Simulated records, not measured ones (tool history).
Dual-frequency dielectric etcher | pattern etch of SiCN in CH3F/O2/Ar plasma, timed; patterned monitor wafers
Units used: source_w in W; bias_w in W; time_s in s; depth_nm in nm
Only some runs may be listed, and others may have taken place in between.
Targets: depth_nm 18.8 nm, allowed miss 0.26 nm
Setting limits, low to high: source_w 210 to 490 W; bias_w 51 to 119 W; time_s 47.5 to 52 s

run 1 day=0 | source_w=350 bias_w=85 time_s=52 | depth_nm=20.635
run 2 day=0.033 | source_w=340 bias_w=85 time_s=52 | depth_nm=20.246
run 3 day=0.154 | source_w=330 bias_w=85 time_s=52 | depth_nm=19.96
run 4 day=0.412 | source_w=380 bias_w=85 time_s=52 | depth_nm=21.269
run 5 day=0.567 | source_w=430 bias_w=85 time_s=52 | depth_nm=22.565
run 6 day=0.775 | source_w=480 bias_w=85 time_s=52 | depth_nm=23.689
run 7 day=1.017 | source_w=460 bias_w=85 time_s=52 | depth_nm=23.162
run 8 day=1.267 | source_w=440 bias_w=85 time_s=52 | depth_nm=22.806
run 9 day=1.583 | source_w=370 bias_w=79 time_s=52 | depth_nm=20.548
run 10 day=1.688 | source_w=360 bias_w=79 time_s=52 | depth_nm=20.296
run 11 day=1.817 | source_w=350 bias_w=79 time_s=52 | depth_nm=20.063
run 12 day=2.108 | source_w=340 bias_w=79 time_s=52 | depth_nm=19.641
run 13 day=2.246 | source_w=320 bias_w=79 time_s=52 | depth_nm=19.288

Exercise: of the 4 proposed moves below, exactly one satisfies all targets within the stated allowed misses. Which move is it?
run A day=2.383 | source_w=320 bias_w=72 time_s=50.5 | depth_nm=?
run B day=2.383 | source_w=310 bias_w=83 time_s=51 | depth_nm=?
run C day=2.383 | source_w=400 bias_w=65 time_s=50.5 | depth_nm=?
run D day=2.383 | source_w=400 bias_w=67 time_s=50.5 | depth_nm=?

move=A depth_nm=18.16
move=B depth_nm=18.95
move=C depth_nm=19.511
move=D depth_nm=19.699
A: pushes the last run's worst result past its target
B: every result lands within tolerance
C: its largest miss is bigger than the last run's
D: its largest miss is bigger than the last run's
Move B is the one to make.

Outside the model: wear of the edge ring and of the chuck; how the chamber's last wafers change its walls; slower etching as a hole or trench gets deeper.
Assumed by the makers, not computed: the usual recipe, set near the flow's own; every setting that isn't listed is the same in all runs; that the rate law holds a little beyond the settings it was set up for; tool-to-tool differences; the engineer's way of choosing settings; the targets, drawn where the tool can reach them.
